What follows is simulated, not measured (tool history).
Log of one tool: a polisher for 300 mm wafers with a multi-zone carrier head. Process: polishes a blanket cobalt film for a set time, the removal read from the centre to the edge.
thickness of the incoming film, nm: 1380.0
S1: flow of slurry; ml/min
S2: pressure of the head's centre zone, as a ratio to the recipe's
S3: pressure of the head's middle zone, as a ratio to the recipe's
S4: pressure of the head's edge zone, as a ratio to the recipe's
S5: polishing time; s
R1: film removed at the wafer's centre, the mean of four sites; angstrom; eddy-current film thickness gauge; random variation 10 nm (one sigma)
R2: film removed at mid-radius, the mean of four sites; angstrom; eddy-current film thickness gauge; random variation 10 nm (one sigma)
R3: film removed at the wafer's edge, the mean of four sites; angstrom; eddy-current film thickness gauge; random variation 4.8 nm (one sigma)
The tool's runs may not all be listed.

run,hour,S1,S2,S3,S4,S5,R1,R2,R3
1,0.0,305,1.00,1.00,1.00,85,4388.4,4449.8,4405.6
2,4.1,305,1.08,1.00,1.00,85,4805.3,4397.9,4482.8
3,7.2,305,1.08,1.00,1.00,77,4373.5,4006.0,3982.6
4,14.8,305,1.08,1.00,1.07,77,4315.9,4006.9,4191.2
5,20.7,315,1.08,1.05,1.08,87,4932.9,4683.4,4723.7
6,22.1,320,1.07,1.08,1.09,95,5165.5,5265.3,5262.0
7,26.7,330,1.08,1.11,1.08,101,5534.8,5665.0,5612.1
8,31.2,330,1.08,1.13,1.06,107,6146.0,6171.6,5842.0
# hour 39.3: worn pad replaced by a new one
9,39.3,330,1.07,1.14,1.07,111,6803.4,7244.8,6714.9
10,42.8,330,1.07,1.14,1.07,112,6896.7,7296.3,6796.2

Run 11, settings as shown, results not yet in. Your forecast:
11,44.9,325,1.06,1.14,1.07,113,?,?,?

Run 11 produced R1 7001.2 angstrom, R2 7304.0 angstrom, R3 6853.8 angstrom.

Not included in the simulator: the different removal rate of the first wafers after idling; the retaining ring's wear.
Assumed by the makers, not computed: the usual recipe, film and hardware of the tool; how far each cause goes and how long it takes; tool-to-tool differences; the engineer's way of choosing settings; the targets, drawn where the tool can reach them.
